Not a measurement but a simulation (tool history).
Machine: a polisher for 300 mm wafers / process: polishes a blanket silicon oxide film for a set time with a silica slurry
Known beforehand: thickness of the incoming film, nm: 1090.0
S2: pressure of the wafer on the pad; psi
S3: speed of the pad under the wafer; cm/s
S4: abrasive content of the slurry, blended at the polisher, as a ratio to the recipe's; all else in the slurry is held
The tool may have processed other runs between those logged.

{"run": 1, "hour": 0.0, "flow of slurry (ml/min)": 295, "S2": 4.7, "S3": 110, "S4": 1, "polishing time (s)": 111, "film removed (angstrom)": 4753.5}
{"run": 2, "hour": 5.0, "flow of slurry (ml/min)": 295, "S2": 4.7, "S3": 92, "S4": 1, "polishing time (s)": 111, "film removed (angstrom)": 4334.1}
{"run": 3, "hour": 13.9, "flow of slurry (ml/min)": 295, "S2": 4.2, "S3": 92, "S4": 1, "polishing time (s)": 111, "film removed (angstrom)": 3917.8}
{"run": 4, "hour": 22.3, "flow of slurry (ml/min)": 295, "S2": 5.1, "S3": 92, "S4": 1, "polishing time (s)": 111, "film removed (angstrom)": 4740.8}
{"run": 5, "hour": 26.2, "flow of slurry (ml/min)": 235, "S2": 5.1, "S3": 92, "S4": 1, "polishing time (s)": 111, "film removed (angstrom)": 4655.4}
{"run": 6, "hour": 33.0, "flow of slurry (ml/min)": 235, "S2": 5.1, "S3": 102, "S4": 1, "polishing time (s)": 111, "film removed (angstrom)": 4903}
{"run": 7, "hour": 36.2, "flow of slurry (ml/min)": 235, "S2": 4.9, "S3": 102, "S4": 1, "polishing time (s)": 111, "film removed (angstrom)": 4709.9}

The next listed run, before its measurement:
{"run": 8, "hour": 39.8, "flow of slurry (ml/min)": 235, "S2": 4.8, "S3": 102, "S4": 1, "polishing time (s)": 111, "film removed (angstrom)": "?"}

film removed (angstrom): 4652.8

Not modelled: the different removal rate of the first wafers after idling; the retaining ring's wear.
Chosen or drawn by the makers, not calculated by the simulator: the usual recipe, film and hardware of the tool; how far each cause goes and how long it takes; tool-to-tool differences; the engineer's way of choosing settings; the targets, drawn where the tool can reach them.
